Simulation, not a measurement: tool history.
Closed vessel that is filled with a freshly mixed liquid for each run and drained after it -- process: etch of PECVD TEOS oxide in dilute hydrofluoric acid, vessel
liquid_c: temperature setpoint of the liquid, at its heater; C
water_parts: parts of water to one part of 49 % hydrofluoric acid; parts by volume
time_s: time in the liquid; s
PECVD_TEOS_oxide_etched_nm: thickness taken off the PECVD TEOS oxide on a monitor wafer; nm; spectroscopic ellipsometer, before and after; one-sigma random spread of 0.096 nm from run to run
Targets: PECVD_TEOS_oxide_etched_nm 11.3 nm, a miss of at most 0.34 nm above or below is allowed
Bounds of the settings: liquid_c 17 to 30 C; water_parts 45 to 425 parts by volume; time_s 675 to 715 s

run  hour  liquid_c  water_parts  time_s  PECVD_TEOS_oxide_etched_nm
  1     0        22          235     675                      18.925
  2   3.3      20.5          260     675                      15.757
  3  10.3      20.5          260     715                      16.836
  4  12.2      19.5          275     715                      15.434
  5  16.4      18.5          290     715                      13.408
  6  24.8      18.5          290     675                      12.979
  7  32.2        18          300     675                      12.072
  8  40.2      17.5          305     675                      11.649
  9  48.8      17.5          305     675                      11.807

Which one of the following 4 next-run settings gets every result inside its allowed miss? There is exactly one.
  A  57.4        18          315     715                           ?
  B  57.4        17          285     675                           ?
  C  57.4      17.5          305     715                           ?
  D  57.4        17          325     715                           ?

move  PECVD_TEOS_oxide_etched_nm
   A                      12.126
   B                      12.498
   C                      12.396
   D                      11.229
A: further off than the last run
B: further off than the last run
C: further off than the last run
D: hits every target within its allowed miss
Move D is the one to make.

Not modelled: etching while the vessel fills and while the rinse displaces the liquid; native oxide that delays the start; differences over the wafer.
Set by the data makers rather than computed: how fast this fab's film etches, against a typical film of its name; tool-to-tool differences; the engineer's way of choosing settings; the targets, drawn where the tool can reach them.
